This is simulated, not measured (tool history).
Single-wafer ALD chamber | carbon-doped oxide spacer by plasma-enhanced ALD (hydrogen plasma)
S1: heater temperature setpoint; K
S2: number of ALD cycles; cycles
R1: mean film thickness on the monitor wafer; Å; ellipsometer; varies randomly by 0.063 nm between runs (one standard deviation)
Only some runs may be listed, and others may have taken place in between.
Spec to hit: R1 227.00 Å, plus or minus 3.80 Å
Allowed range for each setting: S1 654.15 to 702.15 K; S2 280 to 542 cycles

run,hour,S1,S2,R1
1,0.0,678.15,411,192.09
2,5.9,678.15,370,173.29
3,14.1,675.15,394,186.22
4,21.8,675.15,450,212.42
5,26.8,672.15,454,215.55
6,30.5,672.15,424,200.97
7,38.4,672.15,424,200.86
8,48.0,670.15,435,205.79
9,50.8,670.15,445,210.06
10,59.3,670.15,453,215.43

5 candidate next runs follow, results not yet known. Just one meets every target within its allowed miss. Identify it.
A,67.8,673.15,466,?
B,67.8,677.15,464,?
C,67.8,676.15,458,?
D,67.8,680.15,467,?
E,67.8,661.15,476,?

move,R1
A,221.27
B,217.77
C,215.70
D,216.90
E,226.02
A: gains on the last run, yet a result remains outside its allowed miss
B: gains on the last run, yet a result remains outside its allowed miss
C: no better and no worse than the last run
D: gains on the last run, yet a result remains outside its allowed miss
E: each result inside its tolerance
E is the move that brings every result within its allowed miss.

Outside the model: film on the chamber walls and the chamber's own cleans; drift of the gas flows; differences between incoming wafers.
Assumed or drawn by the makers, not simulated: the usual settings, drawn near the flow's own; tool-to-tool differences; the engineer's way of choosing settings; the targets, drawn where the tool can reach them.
